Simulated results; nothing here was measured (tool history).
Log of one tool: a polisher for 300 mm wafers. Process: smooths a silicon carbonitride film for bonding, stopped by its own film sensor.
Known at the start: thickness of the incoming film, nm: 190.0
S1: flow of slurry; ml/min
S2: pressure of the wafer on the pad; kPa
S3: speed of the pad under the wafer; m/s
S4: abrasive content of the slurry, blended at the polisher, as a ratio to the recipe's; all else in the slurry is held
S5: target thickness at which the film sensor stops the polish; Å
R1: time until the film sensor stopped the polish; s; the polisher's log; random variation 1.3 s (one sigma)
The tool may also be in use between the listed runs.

run  hour   S1    S2    S3   S4    S5      R1
  1   0.0  140  14.5  0.86  1.0  1700  85.105
  2   6.5  140  14.5  0.86  1.0  1720  75.815
  3  15.4  140  13.8  0.86  1.0  1720  80.053
  4  20.3  140  13.8  0.74  1.0  1720  87.616
  5  24.1  140  13.8  0.74  1.0  1720  88.460
     28.8  -- slurry blender recalibrated
  6  28.8  135  13.1  0.74  1.0  1720  83.725

Forecast run 7:
  7  32.4  140  13.1  0.72  1.0  1720   ?

R1: 82.531 s

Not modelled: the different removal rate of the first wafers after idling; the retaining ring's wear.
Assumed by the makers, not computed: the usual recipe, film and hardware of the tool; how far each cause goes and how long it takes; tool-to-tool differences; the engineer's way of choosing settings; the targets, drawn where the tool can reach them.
